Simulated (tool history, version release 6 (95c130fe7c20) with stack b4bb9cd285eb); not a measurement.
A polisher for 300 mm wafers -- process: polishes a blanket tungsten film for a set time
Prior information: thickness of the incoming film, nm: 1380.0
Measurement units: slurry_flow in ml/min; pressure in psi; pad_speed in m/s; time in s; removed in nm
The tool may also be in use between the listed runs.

| run | hour | slurry_flow | pressure | pad_speed | slurry_solids | time | removed |
|---|---|---|---|---|---|---|---|
| 1 | 0 | 195 | 4.8 | 1.2 | 1 | 62 | 545.43 |
| 2 | 3 | 185 | 4 | 1.04 | 1 | 62 | 395.62 |
| 3 | 9.5 | 185 | 3.3 | 1.04 | 1 | 62 | 326.1 |
| 4 | 14.3 | 185 | 3.3 | 1.24 | 1 | 62 | 387.54 |
| 5 | 21 | 185 | 3.3 | 1.24 | 0.9 | 62 | 381.63 |
| 6 | 28.1 | 185 | 3.3 | 1.04 | 0.9 | 62 | 320.6 |

Estimate the outcome of run 7 from the log above:
| 7 | 31 | 175 | 3 | 0.96 | 0.9 | 62 | ? |

{"run 7": {"removed": 267.12}}
